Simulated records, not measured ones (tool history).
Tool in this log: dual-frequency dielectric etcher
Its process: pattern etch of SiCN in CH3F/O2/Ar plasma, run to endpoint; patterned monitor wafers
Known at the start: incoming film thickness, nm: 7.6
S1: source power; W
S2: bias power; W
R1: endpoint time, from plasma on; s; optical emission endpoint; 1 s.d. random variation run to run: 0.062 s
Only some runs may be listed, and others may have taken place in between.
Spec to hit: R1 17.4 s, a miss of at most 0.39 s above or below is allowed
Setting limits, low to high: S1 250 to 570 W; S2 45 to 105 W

{"run": 1, "hour": 0.0, "S1": 410, "S2": 75, "R1": 20.607}
{"run": 2, "hour": 0.6, "S1": 430, "S2": 76, "R1": 20.155}
{"run": 3, "hour": 5.5, "S1": 450, "S2": 77, "R1": 19.742}
{"run": 4, "hour": 11.8, "S1": 460, "S2": 78, "R1": 19.39}
{"run": 5, "hour": 12.7, "S1": 470, "S2": 79, "R1": 19.242}
{"run": 6, "hour": 20.4, "S1": 480, "S2": 80, "R1": 18.965}
{"run": 7, "hour": 21.8, "S1": 490, "S2": 81, "R1": 18.673}
{"run": 8, "hour": 29.9, "S1": 500, "S2": 81, "R1": 18.666}
{"run": 9, "hour": 35.2, "S1": 510, "S2": 82, "R1": 18.338}
{"run": 10, "hour": 36.4, "S1": 520, "S2": 82, "R1": 18.255}
{"run": 11, "hour": 43.8, "S1": 530, "S2": 83, "R1": 18.087}
{"run": 12, "hour": 50.0, "S1": 530, "S2": 84, "R1": 17.884}

Which one of the following 4 next-run settings gets every result inside its allowed miss? There is exactly one.
{"run": "A", "hour": 56.2, "S1": 570, "S2": 96, "R1": "?"}
{"run": "B", "hour": 56.2, "S1": 480, "S2": 97, "R1": "?"}
{"run": "C", "hour": 56.2, "S1": 570, "S2": 97, "R1": "?"}
{"run": "D", "hour": 56.2, "S1": 530, "S2": 80, "R1": "?"}

move=A R1=16.447
move=B R1=17.379
move=C R1=16.374
move=D R1=18.23
A: takes the biggest miss from the last run beyond its target
B: hits every target within its allowed miss
C: takes the biggest miss from the last run beyond its target
D: lands further from the targets than the last run did
The move that meets every target is B.

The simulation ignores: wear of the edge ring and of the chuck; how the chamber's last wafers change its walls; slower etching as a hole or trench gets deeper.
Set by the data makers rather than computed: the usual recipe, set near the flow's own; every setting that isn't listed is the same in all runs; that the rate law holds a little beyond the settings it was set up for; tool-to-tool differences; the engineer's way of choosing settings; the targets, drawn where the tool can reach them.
